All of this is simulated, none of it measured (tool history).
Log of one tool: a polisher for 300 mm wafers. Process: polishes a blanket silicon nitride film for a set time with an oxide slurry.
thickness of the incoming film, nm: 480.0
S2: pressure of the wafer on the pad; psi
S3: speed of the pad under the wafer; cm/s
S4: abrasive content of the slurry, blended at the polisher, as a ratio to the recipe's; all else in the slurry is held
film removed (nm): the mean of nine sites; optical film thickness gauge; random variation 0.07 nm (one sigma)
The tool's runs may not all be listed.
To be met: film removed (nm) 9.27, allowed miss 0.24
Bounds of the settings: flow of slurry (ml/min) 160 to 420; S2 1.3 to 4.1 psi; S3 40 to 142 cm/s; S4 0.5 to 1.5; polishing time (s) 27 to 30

Run 1, hour 0: flow of slurry (ml/min) 270, S2 2.7 psi, S3 90 cm/s, S4 1, polishing time (s) 30. Result: film removed (nm) 14.357.
Run 2, hour 8.4: flow of slurry (ml/min) 270, S2 2.7 psi, S3 90 cm/s, S4 0.85, polishing time (s) 30. Result: film removed (nm) 13.769.
Run 3, hour 9.7: flow of slurry (ml/min) 270, S2 2.1 psi, S3 90 cm/s, S4 0.85, polishing time (s) 30. Result: film removed (nm) 10.768.
Run 4, hour 13.1: flow of slurry (ml/min) 265, S2 1.9 psi, S3 90 cm/s, S4 0.85, polishing time (s) 30. Result: film removed (nm) 9.7333.
Run 5, hour 14.8: flow of slurry (ml/min) 260, S2 1.9 psi, S3 90 cm/s, S4 0.85, polishing time (s) 30. Result: film removed (nm) 9.6719.
Run 6, hour 19.6: flow of slurry (ml/min) 255, S2 1.9 psi, S3 90 cm/s, S4 0.85, polishing time (s) 30. Result: film removed (nm) 9.6984.
Run 7, hour 22.4: flow of slurry (ml/min) 250, S2 1.9 psi, S3 90 cm/s, S4 0.85, polishing time (s) 30. Result: film removed (nm) 9.6337.
Run 8, hour 29: flow of slurry (ml/min) 245, S2 1.9 psi, S3 90 cm/s, S4 0.85, polishing time (s) 30. Result: film removed (nm) 9.6451.
Run 9, hour 30: flow of slurry (ml/min) 245, S2 1.9 psi, S3 90 cm/s, S4 0.85, polishing time (s) 30. Result: film removed (nm) 9.5877.
Run 10, hour 34.1: flow of slurry (ml/min) 240, S2 1.9 psi, S3 90 cm/s, S4 0.85, polishing time (s) 30. Result: film removed (nm) 9.6207.
Run 11, hour 41.5: flow of slurry (ml/min) 225, S2 1.9 psi, S3 90 cm/s, S4 0.85, polishing time (s) 30. Result: film removed (nm) 9.4382.

5 next moves are on the table. One of them brings every result within its allowed miss. Which?
Run A, hour 48.9: flow of slurry (ml/min) 260, S2 1.8 psi, S3 100 cm/s, S4 0.8, polishing time (s) 30. Result: film removed (nm) ?.
Run B, hour 48.9: flow of slurry (ml/min) 225, S2 2 psi, S3 86 cm/s, S4 0.9, polishing time (s) 30. Result: film removed (nm) ?.
Run C, hour 48.9: flow of slurry (ml/min) 215, S2 1.9 psi, S3 98 cm/s, S4 0.75, polishing time (s) 30. Result: film removed (nm) ?.
Run D, hour 48.9: flow of slurry (ml/min) 215, S2 2 psi, S3 92 cm/s, S4 0.7, polishing time (s) 29. Result: film removed (nm) ?.
Run E, hour 48.9: flow of slurry (ml/min) 265, S2 1.8 psi, S3 96 cm/s, S4 1.05, polishing time (s) 28. Result: film removed (nm) ?.

move  film removed (nm)
   A             9.7641
   B             9.7956
   C             9.6899
   D             9.1722
   E             9.6272
A: further off than the last run
B: further off than the last run
C: further off than the last run
D: meets every target
E: further off than the last run
Move D is the one to make.

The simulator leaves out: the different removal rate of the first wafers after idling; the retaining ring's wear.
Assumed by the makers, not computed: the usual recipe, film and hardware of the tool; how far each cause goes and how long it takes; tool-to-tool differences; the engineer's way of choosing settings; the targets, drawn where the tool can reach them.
